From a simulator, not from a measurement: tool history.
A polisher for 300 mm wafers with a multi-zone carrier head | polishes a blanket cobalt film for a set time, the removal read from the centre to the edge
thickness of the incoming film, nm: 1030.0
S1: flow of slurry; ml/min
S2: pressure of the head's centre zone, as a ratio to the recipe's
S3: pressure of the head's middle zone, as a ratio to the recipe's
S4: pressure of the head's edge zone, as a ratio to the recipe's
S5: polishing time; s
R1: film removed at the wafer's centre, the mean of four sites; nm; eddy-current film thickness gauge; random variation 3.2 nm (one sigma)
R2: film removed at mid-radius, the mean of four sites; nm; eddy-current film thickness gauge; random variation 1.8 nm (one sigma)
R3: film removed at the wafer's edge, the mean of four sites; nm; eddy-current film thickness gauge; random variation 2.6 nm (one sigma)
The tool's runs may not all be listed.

run 1 hour=0.0 | S1=175 S2=1.00 S3=1.00 S4=1.00 S5=68 | R1=380.42 R2=393.42 R3=391.82
run 2 hour=8.6 | S1=175 S2=1.08 S3=1.00 S4=1.00 S5=68 | R1=404.53 R2=391.75 R3=388.07
run 3 hour=10.5 | S1=215 S2=1.08 S3=1.00 S4=1.00 S5=68 | R1=416.03 R2=406.60 R3=400.09
run 4 hour=11.7 | S1=215 S2=1.01 S3=1.00 S4=1.00 S5=68 | R1=388.91 R2=404.62 R3=395.05
run 5 hour=20.5 | S1=215 S2=1.01 S3=1.00 S4=0.96 S5=68 | R1=395.71 R2=408.16 R3=389.65
run 6 hour=26.1 | S1=200 S2=0.95 S3=0.96 S4=0.97 S5=62 | R1=332.47 R2=352.44 R3=355.85

The next listed run, before its measurement:
run 7 hour=32.1 | S1=190 S2=0.91 S3=0.92 S4=0.95 S5=59 | R1=? R2=? R3=?

{"run 7": {"R1": 299.4, "R2": 323.18, "R3": 334.11}}

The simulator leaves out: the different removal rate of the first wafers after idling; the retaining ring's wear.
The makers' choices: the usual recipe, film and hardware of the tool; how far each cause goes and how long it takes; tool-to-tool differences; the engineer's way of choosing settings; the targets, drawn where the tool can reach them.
